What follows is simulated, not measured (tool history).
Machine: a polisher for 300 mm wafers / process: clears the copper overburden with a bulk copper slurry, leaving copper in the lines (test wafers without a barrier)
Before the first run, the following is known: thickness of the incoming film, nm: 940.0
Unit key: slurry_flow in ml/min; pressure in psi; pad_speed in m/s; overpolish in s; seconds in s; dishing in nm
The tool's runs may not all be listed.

{"run": 1, "hour": 0.0, "slurry_flow": 225, "pressure": 1.9, "pad_speed": 1.36, "slurry_solids": 1, "overpolish": 15, "seconds": 129.68, "dishing": 59.467}
{"run": 2, "hour": 4.8, "slurry_flow": 225, "pressure": 1.9, "pad_speed": 1.36, "slurry_solids": 1, "overpolish": 12, "seconds": 125.47, "dishing": 52.814}
{"run": 3, "hour": 9.0, "slurry_flow": 225, "pressure": 1.9, "pad_speed": 1.06, "slurry_solids": 1, "overpolish": 12, "seconds": 160.76, "dishing": 45.026}
{"run": 4, "hour": 16.3, "slurry_flow": 225, "pressure": 1.7, "pad_speed": 1.06, "slurry_solids": 1, "overpolish": 10, "seconds": 178.08, "dishing": 34.446}
{"run": 5, "hour": 22.9, "slurry_flow": 225, "pressure": 1.4, "pad_speed": 1.06, "slurry_solids": 1, "overpolish": 10, "seconds": 215.73, "dishing": 30.461}
{"run": 6, "hour": 25.9, "slurry_flow": 185, "pressure": 1.4, "pad_speed": 1.06, "slurry_solids": 1, "overpolish": 10, "seconds": 219.47, "dishing": 28.159}
{"run": 7, "hour": 34.5, "slurry_flow": 180, "pressure": 1.4, "pad_speed": 1.06, "slurry_solids": 1, "overpolish": 10, "seconds": 225.41, "dishing": 28.397}

Run 8, settings as shown, results not yet in. Your forecast:
{"run": 8, "hour": 41.7, "slurry_flow": 175, "pressure": 1.4, "pad_speed": 1.06, "slurry_solids": 1, "overpolish": 10, "seconds": "?", "dishing": "?"}

Logged for run 8: seconds 223.45 s, dishing 29.587 nm.
